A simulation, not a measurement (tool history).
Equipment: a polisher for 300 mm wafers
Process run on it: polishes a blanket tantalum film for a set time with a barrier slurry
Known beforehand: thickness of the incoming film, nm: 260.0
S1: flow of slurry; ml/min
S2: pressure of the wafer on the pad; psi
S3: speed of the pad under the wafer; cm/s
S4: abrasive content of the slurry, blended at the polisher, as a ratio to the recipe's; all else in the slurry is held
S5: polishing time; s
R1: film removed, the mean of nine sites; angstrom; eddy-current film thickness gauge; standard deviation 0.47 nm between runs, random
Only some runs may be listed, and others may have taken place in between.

Run 1, day 0.000: S1 300 ml/min, S2 1.2 psi, S3 116 cm/s, S4 1.0, S5 27 s. Result: R1 304.14 angstrom.
Run 2, day 0.104: S1 300 ml/min, S2 1.2 psi, S3 98 cm/s, S4 1.0, S5 27 s. Result: R1 256.01 angstrom.
Run 3, day 0.379: S1 300 ml/min, S2 1.2 psi, S3 98 cm/s, S4 1.2, S5 27 s. Result: R1 263.48 angstrom.
Run 4, day 0.558: S1 300 ml/min, S2 1.2 psi, S3 98 cm/s, S4 1.2, S5 27 s. Result: R1 266.36 angstrom.
Run 5, day 0.929: S1 300 ml/min, S2 1.4 psi, S3 106 cm/s, S4 1.2, S5 27 s. Result: R1 334.11 angstrom.
Run 6, day 1.246: S1 300 ml/min, S2 1.4 psi, S3 106 cm/s, S4 1.2, S5 27 s. Result: R1 332.05 angstrom.
Run 7, day 1.488: S1 300 ml/min, S2 1.4 psi, S3 106 cm/s, S4 1.2, S5 27 s. Result: R1 331.94 angstrom.
Run 8, day 1.650: S1 300 ml/min, S2 1.5 psi, S3 114 cm/s, S4 1.2, S5 27 s. Result: R1 381.60 angstrom.

Forecast run 9:
Run 9, day 1.967: S1 300 ml/min, S2 1.6 psi, S3 120 cm/s, S4 1.2, S5 27 s. Result: R1 ?.

Run 9 measured R1 426.05 angstrom.

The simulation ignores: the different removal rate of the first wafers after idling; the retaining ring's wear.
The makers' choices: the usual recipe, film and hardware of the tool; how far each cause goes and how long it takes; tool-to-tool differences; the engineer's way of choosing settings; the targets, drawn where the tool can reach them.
